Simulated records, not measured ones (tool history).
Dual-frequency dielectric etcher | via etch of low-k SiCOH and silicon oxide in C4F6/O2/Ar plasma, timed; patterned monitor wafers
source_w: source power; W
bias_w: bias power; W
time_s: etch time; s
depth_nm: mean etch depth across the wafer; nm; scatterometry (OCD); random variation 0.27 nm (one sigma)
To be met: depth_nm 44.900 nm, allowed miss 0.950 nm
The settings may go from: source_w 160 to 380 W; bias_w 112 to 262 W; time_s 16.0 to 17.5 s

run  hour  source_w  bias_w  time_s  depth_nm
  1   0.0       270     187    17.5    39.239
  2   4.2       270     166    17.5    38.272
  3   5.6       310     166    17.5    40.676
  4   8.7       310     199    17.5    42.309
  5  17.7       320     201    17.5    43.213
  6  18.3       320     182    17.5    41.966
  7  27.2       330     184    17.5    42.813
  8  29.1       340     185    17.5    43.197
  9  34.3       350     186    17.5    43.454

Which of these 4 next moves meets every target?
  A  39.5       320     188    17.5         ?
  B  39.5       350     202    17.5         ?
  C  39.5       360     163    17.5         ?
  D  39.5       360     163    17.0         ?

move  depth_nm
   A    42.641
   B    45.240
   C    42.525
   D    41.310
A: further off than the last run
B: meets every target
C: further off than the last run
D: further off than the last run
The right move is B.
